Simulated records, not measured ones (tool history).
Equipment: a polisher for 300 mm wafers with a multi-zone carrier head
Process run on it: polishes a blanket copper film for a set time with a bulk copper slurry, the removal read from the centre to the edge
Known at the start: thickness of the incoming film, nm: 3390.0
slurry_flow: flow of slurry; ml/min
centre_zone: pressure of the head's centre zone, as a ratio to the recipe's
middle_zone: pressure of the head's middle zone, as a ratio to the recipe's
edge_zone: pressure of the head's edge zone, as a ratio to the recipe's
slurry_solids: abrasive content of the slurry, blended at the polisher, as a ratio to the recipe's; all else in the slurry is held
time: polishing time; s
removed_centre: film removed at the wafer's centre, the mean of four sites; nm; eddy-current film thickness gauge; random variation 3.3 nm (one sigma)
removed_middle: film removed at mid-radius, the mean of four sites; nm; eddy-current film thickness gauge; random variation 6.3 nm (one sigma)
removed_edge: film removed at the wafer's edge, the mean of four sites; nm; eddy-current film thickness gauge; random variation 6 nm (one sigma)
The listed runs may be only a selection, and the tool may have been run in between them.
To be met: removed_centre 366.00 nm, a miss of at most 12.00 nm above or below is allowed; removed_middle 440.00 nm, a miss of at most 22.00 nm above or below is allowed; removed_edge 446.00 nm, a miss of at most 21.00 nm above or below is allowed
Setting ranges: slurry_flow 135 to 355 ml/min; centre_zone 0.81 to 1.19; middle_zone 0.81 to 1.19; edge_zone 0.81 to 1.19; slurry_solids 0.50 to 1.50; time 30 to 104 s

run    day  slurry_flow  centre_zone  middle_zone  edge_zone  slurry_solids  time  removed_centre  removed_middle  removed_edge
  1  0.000          225         1.00         1.00       1.00           1.00    67          673.72          686.41        676.18
  2  0.038          225         1.00         1.00       1.00           1.10    67          690.59          695.94        676.61
  3  0.092          225         1.00         1.00       1.00           0.90    67          679.04          666.95        674.61
  4  0.254          225         1.00         1.00       1.06           0.90    67          675.93          676.69        668.63
  5  0.625          250         1.00         1.00       1.06           0.90    67          677.29          681.98        683.32
  6  0.979          250         1.00         1.00       1.06           0.80    67          671.54          645.76        675.57
  7  1.208          245         0.98         1.01       1.06           0.80    64          628.84          640.84        638.93
  8  1.579          195         0.88         0.91       1.10           0.55    46          378.37          395.97        441.65

Which of these 4 next moves meets every target?
  A  1.950          225         0.88         0.91       1.09           0.65    44               ?               ?             ?
  B  1.950          195         0.82         1.04       1.14           0.60    46               ?               ?             ?
  C  1.950          170         0.95         0.87       1.01           0.80    43               ?               ?             ?
  D  1.950          175         0.90         0.81       1.19           0.60    47               ?               ?             ?

move  removed_centre  removed_middle  removed_edge
   A          389.58          391.46        433.03
   B          374.48          443.19        447.97
   C          392.97          362.10        408.82
   D          399.19          360.59        460.83
A: the biggest miss grows against the last run
B: each result inside its tolerance
C: the biggest miss grows against the last run
D: the biggest miss grows against the last run
Answer: B
